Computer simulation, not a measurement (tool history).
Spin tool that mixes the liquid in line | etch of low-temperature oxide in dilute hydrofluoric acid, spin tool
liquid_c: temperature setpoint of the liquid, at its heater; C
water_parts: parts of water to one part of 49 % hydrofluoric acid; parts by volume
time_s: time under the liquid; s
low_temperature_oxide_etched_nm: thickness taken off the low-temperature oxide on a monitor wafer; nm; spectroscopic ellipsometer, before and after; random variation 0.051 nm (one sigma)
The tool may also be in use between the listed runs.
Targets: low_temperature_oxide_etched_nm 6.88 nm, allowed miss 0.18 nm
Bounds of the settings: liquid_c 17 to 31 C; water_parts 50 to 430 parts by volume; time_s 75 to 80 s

run  hour  liquid_c  water_parts  time_s  low_temperature_oxide_etched_nm
  1     0        23          240      75                           8.1917
  2   6.1        23          240      75                            8.272
  3  10.4      21.5          240      75                           7.8515
  4    19      21.5          170      75                           11.841
  5  26.9      21.5          215      75                           8.8359
  6  31.3        20          215      75                           8.4987
  7  32.2        17          245      75                           6.4036
       38  -- thermometer replaced
  8    38        19          245      75                           7.4133
  9  44.6      18.5          245      75                           7.1834
 10  50.1        18          245      75                           7.1159

Which of these 5 next moves meets every target?
  A  55.6      17.5          245      80                                ?
  B  55.6        19          255      80                                ?
  C  55.6        17          225      75                                ?
  D  55.6      18.5          255      80                                ?
  E  55.6      20.5          270      75                                ?

move  low_temperature_oxide_etched_nm
   A                           7.4492
   B                           7.5125
   C                           7.5911
   D                           7.3712
   E                            6.939
A: further off than the last run
B: further off than the last run
C: further off than the last run
D: further off than the last run
E: meets every target
Answer: E
